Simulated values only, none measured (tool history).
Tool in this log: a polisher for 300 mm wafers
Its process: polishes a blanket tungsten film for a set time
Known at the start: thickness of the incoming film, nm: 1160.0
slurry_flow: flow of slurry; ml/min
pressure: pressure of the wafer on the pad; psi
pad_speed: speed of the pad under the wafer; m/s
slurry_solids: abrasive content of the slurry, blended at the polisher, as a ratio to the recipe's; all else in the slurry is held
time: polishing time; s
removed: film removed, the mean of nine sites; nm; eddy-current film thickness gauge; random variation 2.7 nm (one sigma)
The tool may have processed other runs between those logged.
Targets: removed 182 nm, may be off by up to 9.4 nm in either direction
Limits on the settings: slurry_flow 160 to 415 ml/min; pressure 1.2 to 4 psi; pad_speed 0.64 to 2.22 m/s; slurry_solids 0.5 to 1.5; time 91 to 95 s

{"run": 1, "day": 0.0, "slurry_flow": 265, "pressure": 2.6, "pad_speed": 1.42, "slurry_solids": 1, "time": 91, "removed": 397.47}
{"run": 2, "day": 0.096, "slurry_flow": 265, "pressure": 2.2, "pad_speed": 1.32, "slurry_solids": 1, "time": 91, "removed": 321.88}
{"run": 3, "day": 0.238, "slurry_flow": 265, "pressure": 2.2, "pad_speed": 1.32, "slurry_solids": 1.2, "time": 91, "removed": 337.27}
{"run": 4, "day": 0.4, "slurry_flow": 265, "pressure": 2.2, "pad_speed": 1.32, "slurry_solids": 1.3, "time": 91, "removed": 339.53}
{"run": 5, "day": 0.629, "slurry_flow": 210, "pressure": 2.2, "pad_speed": 1.32, "slurry_solids": 1.3, "time": 91, "removed": 332.27}
{"run": 6, "day": 0.917, "slurry_flow": 210, "pressure": 2.2, "pad_speed": 1.1, "slurry_solids": 1.3, "time": 91, "removed": 280.19}
{"run": 7, "day": 1.15, "slurry_flow": 210, "pressure": 1.9, "pad_speed": 1.06, "slurry_solids": 1.3, "time": 91, "removed": 241.08}
{"run": 8, "day": 1.438, "slurry_flow": 210, "pressure": 1.7, "pad_speed": 1.06, "slurry_solids": 1.3, "time": 91, "removed": 206.45}

Exercise: of the 4 proposed moves below, exactly one satisfies all targets within the stated allowed misses. Which move is it?
{"run": "A", "day": 1.725, "slurry_flow": 230, "pressure": 1.6, "pad_speed": 1.02, "slurry_solids": 1.2, "time": 95, "removed": "?"}
{"run": "B", "day": 1.725, "slurry_flow": 205, "pressure": 1.5, "pad_speed": 0.96, "slurry_solids": 1.35, "time": 95, "removed": "?"}
{"run": "C", "day": 1.725, "slurry_flow": 160, "pressure": 2, "pad_speed": 0.76, "slurry_solids": 1.1, "time": 91, "removed": "?"}
{"run": "D", "day": 1.725, "slurry_flow": 185, "pressure": 2, "pad_speed": 1.1, "slurry_solids": 1.3, "time": 91, "removed": "?"}

move=A removed=202.01
move=B removed=181.66
move=C removed=171.13
move=D removed=256.17
A: closes in on the targets versus the last run, not all within tolerance yet
B: in spec on every target
C: carries the result that was furthest off beyond its target, to the other side
D: further off than the last run
The move that meets every target is B.
